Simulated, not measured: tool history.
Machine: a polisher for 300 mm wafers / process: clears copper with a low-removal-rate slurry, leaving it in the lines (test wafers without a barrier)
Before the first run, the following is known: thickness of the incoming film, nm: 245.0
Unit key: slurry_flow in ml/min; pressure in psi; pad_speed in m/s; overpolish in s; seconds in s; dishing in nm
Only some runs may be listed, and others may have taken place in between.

run 1 hour=0 | slurry_flow=275 pressure=3.2 pad_speed=1.02 slurry_solids=1 overpolish=15 | seconds=66.439 dishing=29.622
run 2 hour=4.7 | slurry_flow=275 pressure=3.3 pad_speed=1.02 slurry_solids=1 overpolish=16 | seconds=65.062 dishing=31.419
run 3 hour=7.7 | slurry_flow=275 pressure=3.3 pad_speed=1.02 slurry_solids=1 overpolish=12 | seconds=65.824 dishing=25.932
run 4 hour=15.4 | slurry_flow=275 pressure=3.4 pad_speed=1.02 slurry_solids=1 overpolish=13 | seconds=64.55 dishing=27.101
run 5 hour=23.5 | slurry_flow=275 pressure=3.5 pad_speed=1.02 slurry_solids=1 overpolish=14 | seconds=64.173 dishing=30.171
run 6 hour=27.1 | slurry_flow=275 pressure=3.5 pad_speed=1.02 slurry_solids=0.8 overpolish=14 | seconds=66.974 dishing=27.89

What will run 7 give?
run 7 hour=36.1 | slurry_flow=275 pressure=3.6 pad_speed=1.02 slurry_solids=0.8 overpolish=15 | seconds=? dishing=?

Logged for run 7: seconds 63.228 s, dishing 30.532 nm.
